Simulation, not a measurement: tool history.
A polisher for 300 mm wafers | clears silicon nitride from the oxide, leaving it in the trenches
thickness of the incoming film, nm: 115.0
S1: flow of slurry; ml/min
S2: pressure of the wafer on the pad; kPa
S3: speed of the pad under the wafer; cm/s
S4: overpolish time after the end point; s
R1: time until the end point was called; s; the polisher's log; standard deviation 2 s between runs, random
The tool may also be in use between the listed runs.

run    day   S1    S2   S3  S4      R1
  1      0  165  22.1  112  46  98.656
  2    0.3  165  17.9  112  46  120.41
  3  0.404  165  20.7  112  46  104.99
  4  0.638  160  19.3  108  46   115.2
  5  0.742  160  19.3  120  46  105.88
  6  0.983  155  17.9  114  46  121.55
  7  1.058  150  16.5  112  46  133.58

The next listed run, before its measurement:
  8  1.383  145  15.9  110  46   ?

Logged for run 8: R1 142 s.

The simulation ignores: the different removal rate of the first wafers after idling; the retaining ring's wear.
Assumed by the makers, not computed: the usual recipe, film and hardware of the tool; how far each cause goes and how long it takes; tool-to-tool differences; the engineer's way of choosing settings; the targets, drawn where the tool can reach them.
